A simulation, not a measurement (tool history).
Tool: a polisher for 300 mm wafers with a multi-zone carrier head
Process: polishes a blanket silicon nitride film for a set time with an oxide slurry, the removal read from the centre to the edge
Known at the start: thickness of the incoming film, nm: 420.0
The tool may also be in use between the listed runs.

run,hour,flow of slurry (ml/min),pressure of the head's centre zone,pressure of the head's middle zone,pressure of the head's edge zone,abrasive content of the slurry,polishing time (s),film removed at the wafer's centre (angstrom),film removed at mid-radius (angstrom),film removed at the wafer's edge (angstrom)
1,0.0,270,1.00,1.00,1.00,1.00,72,748.10,732.57,712.87
2,5.6,240,0.94,1.00,0.96,0.85,58,511.39,541.07,517.80
3,14.0,240,0.94,1.03,0.96,0.85,58,515.44,541.23,513.44
4,15.7,230,0.90,1.03,0.94,0.75,51,402.91,436.58,411.73
5,21.9,230,0.90,0.94,0.94,0.75,51,395.90,409.58,408.96
6,29.9,215,0.87,0.98,0.93,0.65,48,326.88,360.43,345.67
7,37.3,200,0.85,0.99,0.91,0.60,48,301.64,335.45,323.15
8,42.9,190,0.84,1.01,0.90,0.60,48,294.78,337.76,317.82
9,49.5,180,0.83,1.02,0.89,0.60,48,283.61,340.53,314.51
# hour 52.1: centre zone pressure recalibrated
10,52.1,180,0.83,1.01,0.87,0.60,48,268.51,335.69,314.40
11,58.0,185,0.90,1.02,0.85,0.50,46,244.39,281.25,260.75

Forecast run 12:
12,59.8,210,0.87,1.02,0.86,0.50,46,?,?,?

{"run 12": {"film removed at the wafer's centre (angstrom)": 240.67, "film removed at mid-radius (angstrom)": 285.61, "film removed at the wafer's edge (angstrom)": 263.35}}
